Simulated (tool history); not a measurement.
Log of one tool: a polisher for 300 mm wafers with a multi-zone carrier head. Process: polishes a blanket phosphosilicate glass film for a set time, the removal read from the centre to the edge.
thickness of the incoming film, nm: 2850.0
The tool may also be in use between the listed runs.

run	hour	flow of slurry (ml/min)	pressure of the head's centre zone	pressure of the head's middle zone	pressure of the head's edge zone	abrasive content of the slurry	polishing time (s)	film removed at the wafer's centre (Å)	film removed at mid-radius (Å)	film removed at the wafer's edge (Å)
1	0.0	215	1.00	1.00	1.00	1.00	86	7640.4	7557.8	7765.6
2	3.9	225	1.02	1.03	1.00	1.10	87	8352.0	8410.6	8233.3
3	12.8	225	1.02	1.08	1.00	1.10	87	8456.2	8769.0	8281.5
4	17.8	225	0.98	1.08	1.00	1.10	87	8075.3	8839.3	8492.5
5	24.7	225	0.98	1.08	1.00	1.10	103	9533.1	10300.0	10004.0
6	33.5	190	0.98	1.08	1.00	1.10	103	9290.2	10098.0	9478.7
7	36.2	205	1.00	1.10	1.00	1.15	103	9824.6	10492.0	9821.2
8	40.2	215	1.01	1.11	0.99	1.20	103	10200.0	10828.0	10204.0
9	46.3	215	1.02	1.12	0.97	1.25	104	10470.0	11485.0	10109.0
10	49.0	225	1.04	1.13	0.97	1.25	104	10843.0	11635.0	10307.0
11	57.2	235	1.06	1.14	0.97	1.25	104	11191.0	11818.0	10489.0
12	64.2	245	1.07	1.15	0.96	1.25	104	11314.0	11953.0	10346.0
13	70.6	255	1.08	1.16	0.96	1.25	104	11633.0	12245.0	10538.0
14	79.3	265	1.09	1.16	0.96	1.25	104	11832.0	11976.0	10591.0

Forecast run 15:
15	81.6	270	1.09	1.16	0.95	1.25	104	?	?	?

{"run 15": {"film removed at the wafer's centre (Å)": 11597.0, "film removed at mid-radius (Å)": 12243.0, "film removed at the wafer's edge (Å)": 10457.0}}
